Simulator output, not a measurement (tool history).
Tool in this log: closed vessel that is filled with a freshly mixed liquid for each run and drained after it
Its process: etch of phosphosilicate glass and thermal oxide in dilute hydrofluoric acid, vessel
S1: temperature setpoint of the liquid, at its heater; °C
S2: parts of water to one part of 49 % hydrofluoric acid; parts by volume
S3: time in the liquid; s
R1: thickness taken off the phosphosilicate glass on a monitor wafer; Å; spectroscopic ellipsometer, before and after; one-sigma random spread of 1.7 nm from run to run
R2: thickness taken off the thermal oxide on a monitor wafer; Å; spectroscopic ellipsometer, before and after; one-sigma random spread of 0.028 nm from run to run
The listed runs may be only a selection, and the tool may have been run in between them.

Run 1, day 0.000: S1 22.0 °C, S2 45 parts by volume, S3 60 s. Result: R1 2069.3 Å, R2 61.466 Å.
Run 2, day 0.167: S1 22.5 °C, S2 45 parts by volume, S3 60 s. Result: R1 2155.0 Å, R2 62.958 Å.
Run 3, day 0.529: S1 23.5 °C, S2 45 parts by volume, S3 60 s. Result: R1 2231.9 Å, R2 65.230 Å.
Run 4, day 0.746: S1 21.5 °C, S2 45 parts by volume, S3 60 s. Result: R1 2064.9 Å, R2 60.539 Å.
Run 5, day 1.129: S1 21.5 °C, S2 50 parts by volume, S3 60 s. Result: R1 1838.8 Å, R2 53.499 Å.
Run 6, day 1.383: S1 20.0 °C, S2 50 parts by volume, S3 60 s. Result: R1 1720.6 Å, R2 50.643 Å.
Run 7, day 1.592: S1 21.0 °C, S2 50 parts by volume, S3 60 s. Result: R1 1793.2 Å, R2 52.555 Å.
Run 8, day 1.788: S1 21.5 °C, S2 50 parts by volume, S3 60 s. Result: R1 1827.1 Å, R2 54.373 Å.
Run 9, day 1.846: S1 22.0 °C, S2 50 parts by volume, S3 60 s. Result: R1 1860.2 Å, R2 54.566 Å.

Forecast run 10:
Run 10, day 2.017: S1 22.5 °C, S2 50 parts by volume, S3 60 s. Result: R1 ?, R2 ?.

{"run 10": {"R1": 1955.3, "R2": 56.211}}
